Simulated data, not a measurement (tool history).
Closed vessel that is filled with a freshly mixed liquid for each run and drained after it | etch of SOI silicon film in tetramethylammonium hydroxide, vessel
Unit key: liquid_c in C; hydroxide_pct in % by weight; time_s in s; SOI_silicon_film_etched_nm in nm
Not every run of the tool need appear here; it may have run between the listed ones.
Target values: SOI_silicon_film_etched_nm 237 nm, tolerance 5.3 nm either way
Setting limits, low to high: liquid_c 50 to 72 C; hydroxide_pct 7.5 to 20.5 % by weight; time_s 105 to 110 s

{"run": 1, "hour": 0.0, "liquid_c": 59, "hydroxide_pct": 14, "time_s": 105, "SOI_silicon_film_etched_nm": 348.63}
{"run": 2, "hour": 3.2, "liquid_c": 54.5, "hydroxide_pct": 14, "time_s": 105, "SOI_silicon_film_etched_nm": 259.58}
{"run": 3, "hour": 8.6, "liquid_c": 54.5, "hydroxide_pct": 11.5, "time_s": 105, "SOI_silicon_film_etched_nm": 280.06}
{"run": 4, "hour": 16.2, "liquid_c": 54.5, "hydroxide_pct": 10, "time_s": 105, "SOI_silicon_film_etched_nm": 296.09}
{"run": 5, "hour": 21.8, "liquid_c": 54.5, "hydroxide_pct": 11, "time_s": 105, "SOI_silicon_film_etched_nm": 284.27}
{"run": 6, "hour": 24.0, "liquid_c": 58.5, "hydroxide_pct": 11, "time_s": 105, "SOI_silicon_film_etched_nm": 373.97}
{"run": 7, "hour": 31.0, "liquid_c": 57, "hydroxide_pct": 11, "time_s": 105, "SOI_silicon_film_etched_nm": 337.8}
{"run": 8, "hour": 39.0, "liquid_c": 56, "hydroxide_pct": 11, "time_s": 105, "SOI_silicon_film_etched_nm": 319.95}
{"run": 9, "hour": 42.7, "liquid_c": 56, "hydroxide_pct": 11, "time_s": 105, "SOI_silicon_film_etched_nm": 319.79}
{"run": 10, "hour": 50.2, "liquid_c": 50.5, "hydroxide_pct": 11, "time_s": 105, "SOI_silicon_film_etched_nm": 223.12}
{"run": 11, "hour": 57.1, "liquid_c": 51, "hydroxide_pct": 11, "time_s": 105, "SOI_silicon_film_etched_nm": 228.09}

Exercise: of the 5 proposed moves below, exactly one satisfies all targets within the stated allowed misses. Which move is it?
{"run": "A", "hour": 64.0, "liquid_c": 51.5, "hydroxide_pct": 12.5, "time_s": 105, "SOI_silicon_film_etched_nm": "?"}
{"run": "B", "hour": 64.0, "liquid_c": 50, "hydroxide_pct": 12.5, "time_s": 110, "SOI_silicon_film_etched_nm": "?"}
{"run": "C", "hour": 64.0, "liquid_c": 50, "hydroxide_pct": 10.5, "time_s": 105, "SOI_silicon_film_etched_nm": "?"}
{"run": "D", "hour": 64.0, "liquid_c": 51.5, "hydroxide_pct": 11, "time_s": 105, "SOI_silicon_film_etched_nm": "?"}
{"run": "E", "hour": 64.0, "liquid_c": 50, "hydroxide_pct": 11.5, "time_s": 110, "SOI_silicon_film_etched_nm": "?"}

move=A SOI_silicon_film_etched_nm=225.73
move=B SOI_silicon_film_etched_nm=214.07
move=C SOI_silicon_film_etched_nm=218.41
move=D SOI_silicon_film_etched_nm=237.38
move=E SOI_silicon_film_etched_nm=221.44
A: further off than the last run
B: further off than the last run
C: further off than the last run
D: each result inside its tolerance
E: further off than the last run
D meets every target.
